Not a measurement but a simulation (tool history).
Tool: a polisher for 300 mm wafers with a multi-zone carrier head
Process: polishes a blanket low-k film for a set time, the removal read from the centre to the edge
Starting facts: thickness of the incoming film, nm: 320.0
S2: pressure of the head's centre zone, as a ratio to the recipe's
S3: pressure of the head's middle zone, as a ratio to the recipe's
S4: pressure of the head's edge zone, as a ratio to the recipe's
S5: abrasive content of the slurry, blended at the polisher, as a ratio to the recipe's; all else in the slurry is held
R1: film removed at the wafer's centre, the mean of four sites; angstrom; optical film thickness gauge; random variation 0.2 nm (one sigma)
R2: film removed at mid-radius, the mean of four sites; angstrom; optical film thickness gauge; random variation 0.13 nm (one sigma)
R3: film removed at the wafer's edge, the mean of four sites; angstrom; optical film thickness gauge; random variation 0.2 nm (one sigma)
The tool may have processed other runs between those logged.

{"run": 1, "hour": 0.0, "flow of slurry (ml/min)": 290, "S2": 1, "S3": 1, "S4": 1, "S5": 1, "polishing time (s)": 60, "R1": 167.85, "R2": 172.53, "R3": 173.22}
{"run": 2, "hour": 8.0, "flow of slurry (ml/min)": 240, "S2": 1, "S3": 1, "S4": 1, "S5": 1, "polishing time (s)": 60, "R1": 164.96, "R2": 169.08, "R3": 164.55}
{"run": 3, "hour": 12.4, "flow of slurry (ml/min)": 240, "S2": 1.06, "S3": 1, "S4": 1, "S5": 1, "polishing time (s)": 60, "R1": 169.73, "R2": 168.36, "R3": 166.76}
{"run": 4, "hour": 15.4, "flow of slurry (ml/min)": 240, "S2": 1.06, "S3": 1.06, "S4": 1, "S5": 1, "polishing time (s)": 60, "R1": 172.79, "R2": 177.34, "R3": 166.91}
{"run": 5, "hour": 18.9, "flow of slurry (ml/min)": 235, "S2": 1.04, "S3": 1.04, "S4": 0.99, "S5": 0.95, "polishing time (s)": 60, "R1": 164.02, "R2": 166.87, "R3": 158.55}
{"run": 6, "hour": 21.4, "flow of slurry (ml/min)": 230, "S2": 1.02, "S3": 1.02, "S4": 0.98, "S5": 0.95, "polishing time (s)": 60, "R1": 162.06, "R2": 165.72, "R3": 158.09}
{"run": 7, "hour": 23.8, "flow of slurry (ml/min)": 225, "S2": 1, "S3": 1, "S4": 0.97, "S5": 0.9, "polishing time (s)": 60, "R1": 153.88, "R2": 157.41, "R3": 150.44}
{"run": 8, "hour": 31.1, "flow of slurry (ml/min)": 220, "S2": 0.99, "S3": 0.99, "S4": 0.97, "S5": 0.9, "polishing time (s)": 60, "R1": 150.77, "R2": 153.46, "R3": 148.96}

Forecast run 9:
{"run": 9, "hour": 39.6, "flow of slurry (ml/min)": 215, "S2": 0.98, "S3": 0.98, "S4": 0.96, "S5": 0.9, "polishing time (s)": 60, "R1": "?", "R2": "?", "R3": "?"}

R1: 150.59 angstrom
R2: 151 angstrom
R3: 155.15 angstrom

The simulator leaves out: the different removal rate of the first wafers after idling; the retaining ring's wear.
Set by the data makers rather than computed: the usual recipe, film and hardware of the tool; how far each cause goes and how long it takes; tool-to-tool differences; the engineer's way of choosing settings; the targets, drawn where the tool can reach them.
